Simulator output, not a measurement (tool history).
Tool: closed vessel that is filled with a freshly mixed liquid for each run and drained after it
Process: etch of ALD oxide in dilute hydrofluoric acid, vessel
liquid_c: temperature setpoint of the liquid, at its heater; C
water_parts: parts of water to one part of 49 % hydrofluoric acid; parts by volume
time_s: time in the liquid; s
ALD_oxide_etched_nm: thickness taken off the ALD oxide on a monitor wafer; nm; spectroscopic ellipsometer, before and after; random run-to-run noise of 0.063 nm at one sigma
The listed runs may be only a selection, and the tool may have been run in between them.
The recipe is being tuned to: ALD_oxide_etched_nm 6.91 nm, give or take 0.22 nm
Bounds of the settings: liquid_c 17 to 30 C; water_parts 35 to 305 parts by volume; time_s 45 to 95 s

run	hour	liquid_c	water_parts	time_s	ALD_oxide_etched_nm
1	0	22	170	95	11.689
2	6.5	21	180	95	10.491
3	10.5	19	180	95	9.6288
4	18.1	17	180	95	8.9104
5	24.4	17	185	95	8.6842
6	33.6	17	190	95	8.6351
7	35.9	17	200	95	7.9992
8	40.5	17	205	95	7.7313
9	46.2	17	210	95	7.4928
10	51.9	17	215	95	7.3687

Of the 4 settings listed for the next run, only one would bring every result within its allowed miss of target. Which one?
A	57.6	18.5	235	95	?
B	57.6	17	225	85	?
C	57.6	21.5	280	95	?
D	57.6	17	235	95	?

move	ALD_oxide_etched_nm
A	6.9325
B	6.1665
C	6.2426
D	6.5403
A: meets every target
B: the result that was furthest off in the last run now lies on the other side of its target
C: the result that was furthest off in the last run now lies on the other side of its target
D: the result that was furthest off in the last run now lies on the other side of its target
A is the move that brings every result within its allowed miss.
